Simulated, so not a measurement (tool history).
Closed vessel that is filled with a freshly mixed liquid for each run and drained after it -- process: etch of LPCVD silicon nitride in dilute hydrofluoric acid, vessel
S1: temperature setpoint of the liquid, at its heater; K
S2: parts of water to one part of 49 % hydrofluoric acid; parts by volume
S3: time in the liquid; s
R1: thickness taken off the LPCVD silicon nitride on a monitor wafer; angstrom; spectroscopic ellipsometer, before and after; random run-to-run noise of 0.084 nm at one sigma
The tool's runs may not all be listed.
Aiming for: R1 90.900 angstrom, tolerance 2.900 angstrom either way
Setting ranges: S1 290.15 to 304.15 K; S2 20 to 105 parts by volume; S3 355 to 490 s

{"run": 1, "hour": 0.0, "S1": 296.15, "S2": 55, "S3": 490, "R1": 40.618}
{"run": 2, "hour": 2.3, "S1": 298.15, "S2": 50, "S3": 490, "R1": 50.813}
{"run": 3, "hour": 9.9, "S1": 298.15, "S2": 50, "S3": 490, "R1": 50.921}
{"run": 4, "hour": 11.9, "S1": 298.15, "S2": 50, "S3": 355, "R1": 37.043}
{"run": 5, "hour": 17.1, "S1": 299.65, "S2": 40, "S3": 385, "R1": 54.402}
{"run": 6, "hour": 24.4, "S1": 300.65, "S2": 35, "S3": 385, "R1": 67.442}
{"run": 7, "hour": 28.2, "S1": 301.65, "S2": 35, "S3": 385, "R1": 72.302}
{"run": 8, "hour": 30.6, "S1": 304.15, "S2": 30, "S3": 385, "R1": 99.382}
{"run": 9, "hour": 36.8, "S1": 303.65, "S2": 30, "S3": 385, "R1": 95.44}

Next run, 5 choices. One meets every target within its allowed miss, the rest don't. Which?
{"run": "A", "hour": 43.0, "S1": 302.65, "S2": 30, "S3": 355, "R1": "?"}
{"run": "B", "hour": 43.0, "S1": 303.65, "S2": 25, "S3": 355, "R1": "?"}
{"run": "C", "hour": 43.0, "S1": 304.15, "S2": 35, "S3": 470, "R1": "?"}
{"run": "D", "hour": 43.0, "S1": 303.65, "S2": 30, "S3": 405, "R1": "?"}
{"run": "E", "hour": 43.0, "S1": 304.15, "S2": 30, "S3": 355, "R1": "?"}

move=A R1=81.872
move=B R1=104.320
move=C R1=102.800
move=D R1=99.704
move=E R1=90.279
A: pushes the last run's worst result past its target
B: its largest miss is bigger than the last run's
C: its largest miss is bigger than the last run's
D: its largest miss is bigger than the last run's
E: each result inside its tolerance
The move that meets every target is E.
